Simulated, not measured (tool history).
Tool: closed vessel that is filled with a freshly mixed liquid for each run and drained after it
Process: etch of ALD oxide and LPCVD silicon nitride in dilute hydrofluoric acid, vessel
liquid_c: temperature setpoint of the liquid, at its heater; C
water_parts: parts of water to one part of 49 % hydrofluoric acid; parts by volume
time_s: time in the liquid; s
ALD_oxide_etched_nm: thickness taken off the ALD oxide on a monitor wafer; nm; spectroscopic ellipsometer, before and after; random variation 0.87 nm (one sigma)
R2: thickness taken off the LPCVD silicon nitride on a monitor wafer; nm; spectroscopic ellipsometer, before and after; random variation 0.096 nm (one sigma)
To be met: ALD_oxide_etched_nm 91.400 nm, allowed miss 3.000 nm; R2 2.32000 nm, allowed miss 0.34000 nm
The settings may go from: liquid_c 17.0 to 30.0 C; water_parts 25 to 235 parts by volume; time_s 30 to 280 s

run 1 hour=0.0 | liquid_c=22.0 water_parts=130 time_s=145 | ALD_oxide_etched_nm=19.289 R2=0.55272
run 2 hour=7.3 | liquid_c=22.0 water_parts=130 time_s=90 | ALD_oxide_etched_nm=11.899 R2=0.32739
run 3 hour=16.3 | liquid_c=22.0 water_parts=95 time_s=90 | ALD_oxide_etched_nm=16.819 R2=0.45582
run 4 hour=22.7 | liquid_c=22.0 water_parts=70 time_s=90 | ALD_oxide_etched_nm=24.037 R2=0.59099
run 5 hour=26.1 | liquid_c=23.0 water_parts=60 time_s=105 | ALD_oxide_etched_nm=34.238 R2=0.83988
run 6 hour=27.4 | liquid_c=24.5 water_parts=55 time_s=105 | ALD_oxide_etched_nm=40.144 R2=1.02770
run 7 hour=31.4 | liquid_c=25.5 water_parts=50 time_s=105 | ALD_oxide_etched_nm=45.604 R2=1.26050
run 8 hour=34.3 | liquid_c=26.0 water_parts=45 time_s=110 | ALD_oxide_etched_nm=56.337 R2=1.48710
run 9 hour=36.0 | liquid_c=26.5 water_parts=40 time_s=110 | ALD_oxide_etched_nm=64.465 R2=1.68930
run 10 hour=43.8 | liquid_c=27.0 water_parts=40 time_s=110 | ALD_oxide_etched_nm=65.142 R2=1.63080
run 11 hour=46.9 | liquid_c=27.5 water_parts=40 time_s=110 | ALD_oxide_etched_nm=66.848 R2=1.89520
run 12 hour=54.3 | liquid_c=27.5 water_parts=35 time_s=110 | ALD_oxide_etched_nm=76.472 R2=1.92500
run 13 hour=55.2 | liquid_c=28.0 water_parts=35 time_s=110 | ALD_oxide_etched_nm=78.672 R2=1.99990
run 14 hour=61.2 | liquid_c=28.0 water_parts=35 time_s=110 | ALD_oxide_etched_nm=78.548 R2=2.07060
run 15 hour=67.5 | liquid_c=28.5 water_parts=35 time_s=110 | ALD_oxide_etched_nm=79.868 R2=2.00220
run 16 hour=70.5 | liquid_c=28.5 water_parts=35 time_s=110 | ALD_oxide_etched_nm=80.043 R2=2.08760
run 17 hour=71.8 | liquid_c=29.0 water_parts=35 time_s=110 | ALD_oxide_etched_nm=82.432 R2=2.38800

Which of these 4 next moves meets every target?
run A hour=73.1 | liquid_c=28.5 water_parts=45 time_s=155 | ALD_oxide_etched_nm=? R2=?
run B hour=73.1 | liquid_c=26.0 water_parts=35 time_s=140 | ALD_oxide_etched_nm=? R2=?
run C hour=73.1 | liquid_c=28.0 water_parts=25 time_s=85 | ALD_oxide_etched_nm=? R2=?
run D hour=73.1 | liquid_c=27.0 water_parts=40 time_s=145 | ALD_oxide_etched_nm=? R2=?

move=A ALD_oxide_etched_nm=87.138 R2=2.50460
move=B ALD_oxide_etched_nm=92.796 R2=2.45170
move=C ALD_oxide_etched_nm=86.865 R2=2.35700
move=D ALD_oxide_etched_nm=86.973 R2=2.38260
A: nearer than the last run, and not there yet
B: meets every target
C: nearer than the last run, and not there yet
D: nearer than the last run, and not there yet
Move B is the one to make.
